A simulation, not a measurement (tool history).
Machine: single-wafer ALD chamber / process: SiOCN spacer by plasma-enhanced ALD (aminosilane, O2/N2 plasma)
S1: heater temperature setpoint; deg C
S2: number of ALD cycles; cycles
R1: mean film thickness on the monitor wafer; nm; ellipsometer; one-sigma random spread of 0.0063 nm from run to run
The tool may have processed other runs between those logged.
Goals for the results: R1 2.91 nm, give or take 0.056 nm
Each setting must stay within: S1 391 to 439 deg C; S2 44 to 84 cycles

run  hour   S1  S2      R1
  1     0  415  64  3.8337
  2   5.2  417  62  3.7193
  3    13  410  62  3.7886
  4  21.4  410  56  3.4016
  5  24.7  410  53  3.2263
  6  27.8  420  53  3.1386
  7  32.6  421  53  3.1265
  8  33.8  422  53  3.1123
  9  36.7  423  53  3.1025
 10  39.4  424  53  3.1043

Which single option among these 5 for the next run brings every result within its allowed miss of target? Just one does.
  A  42.1  422  59   ?
  B  42.1  429  58   ?
  C  42.1  416  49   ?
  D  42.1  422  56   ?
  E  42.1  424  58   ?

move      R1
   A  3.4716
   B  3.3393
   C  2.9363
   D   3.295
   E  3.3917
A: further off than the last run
B: further off than the last run
C: every result within its allowed miss
D: further off than the last run
E: further off than the last run
Move C is the one to make.
